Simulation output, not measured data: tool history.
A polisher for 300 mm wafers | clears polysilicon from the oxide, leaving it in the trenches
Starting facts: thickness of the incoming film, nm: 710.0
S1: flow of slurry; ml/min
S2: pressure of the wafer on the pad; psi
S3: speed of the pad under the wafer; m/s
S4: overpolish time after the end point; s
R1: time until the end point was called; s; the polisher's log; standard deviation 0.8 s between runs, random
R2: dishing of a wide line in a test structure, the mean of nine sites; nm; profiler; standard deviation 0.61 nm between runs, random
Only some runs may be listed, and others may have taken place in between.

Run 1, day 0: S1 245 ml/min, S2 2.7 psi, S3 0.96 m/s, S4 17 s. Result: R1 40.349 s, R2 42.733 nm.
Run 2, day 0.233: S1 245 ml/min, S2 2.6 psi, S3 0.96 m/s, S4 17 s. Result: R1 41.5 s, R2 43.226 nm.
Run 3, day 0.271: S1 245 ml/min, S2 2.6 psi, S3 0.8 m/s, S4 17 s. Result: R1 49.047 s, R2 42.373 nm.
Run 4, day 0.312: S1 245 ml/min, S2 2.6 psi, S3 0.58 m/s, S4 17 s. Result: R1 66.133 s, R2 43.338 nm.
Run 5, day 0.446: S1 245 ml/min, S2 2.6 psi, S3 0.48 m/s, S4 17 s. Result: R1 78.998 s, R2 41.24 nm.
Run 6, day 0.788: S1 245 ml/min, S2 2.3 psi, S3 0.48 m/s, S4 17 s. Result: R1 87.718 s, R2 39.412 nm.
Run 7, day 1.079: S1 245 ml/min, S2 2.3 psi, S3 0.5 m/s, S4 17 s. Result: R1 83.694 s, R2 40.885 nm.
Run 8, day 1.421: S1 245 ml/min, S2 2.4 psi, S3 0.52 m/s, S4 16 s. Result: R1 80.306 s, R2 41.439 nm.
Run 9, day 1.767: S1 245 ml/min, S2 2.5 psi, S3 0.52 m/s, S4 17 s. Result: R1 75.935 s, R2 41.515 nm.
Run 10, day 2: S1 245 ml/min, S2 3.2 psi, S3 0.54 m/s, S4 22 s. Result: R1 62.006 s, R2 43.077 nm.
Run 11, day 2.029: S1 245 ml/min, S2 3.2 psi, S3 0.56 m/s, S4 22 s. Result: R1 60.124 s, R2 44.571 nm.
Run 12, day 2.217: S1 245 ml/min, S2 3.2 psi, S3 0.56 m/s, S4 21 s. Result: R1 60.274 s, R2 43.464 nm.
Run 13, day 2.571: S1 245 ml/min, S2 3.2 psi, S3 0.56 m/s, S4 20 s. Result: R1 61.546 s, R2 43.194 nm.

Estimate the outcome of run 14 from the log above:
Run 14, day 2.712: S1 245 ml/min, S2 3.2 psi, S3 0.56 m/s, S4 19 s. Result: R1 ?, R2 ?.

Run 14 measured R1 60.8 s, R2 43.514 nm.
